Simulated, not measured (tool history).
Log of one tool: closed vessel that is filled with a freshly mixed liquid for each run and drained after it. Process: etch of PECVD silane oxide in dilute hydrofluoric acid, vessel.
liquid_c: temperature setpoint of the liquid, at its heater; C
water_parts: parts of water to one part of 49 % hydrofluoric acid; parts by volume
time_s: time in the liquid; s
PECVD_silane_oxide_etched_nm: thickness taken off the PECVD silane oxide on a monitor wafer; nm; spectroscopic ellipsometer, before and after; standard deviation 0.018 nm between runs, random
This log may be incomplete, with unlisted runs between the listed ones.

run,hour,liquid_c,water_parts,time_s,PECVD_silane_oxide_etched_nm
1,0,23,195,80,5.8079
2,3.3,23,145,80,8.1202
3,4.3,26,145,80,9.1937
4,5.1,24.5,165,80,7.4585
5,12.6,24.5,190,80,6.2331
6,15.6,23.5,205,80,5.5345

Run 7 has not been measured yet. What should we expect?
7,16.6,22.5,220,80,?

Run 7 yielded PECVD_silane_oxide_etched_nm 4.849 nm.

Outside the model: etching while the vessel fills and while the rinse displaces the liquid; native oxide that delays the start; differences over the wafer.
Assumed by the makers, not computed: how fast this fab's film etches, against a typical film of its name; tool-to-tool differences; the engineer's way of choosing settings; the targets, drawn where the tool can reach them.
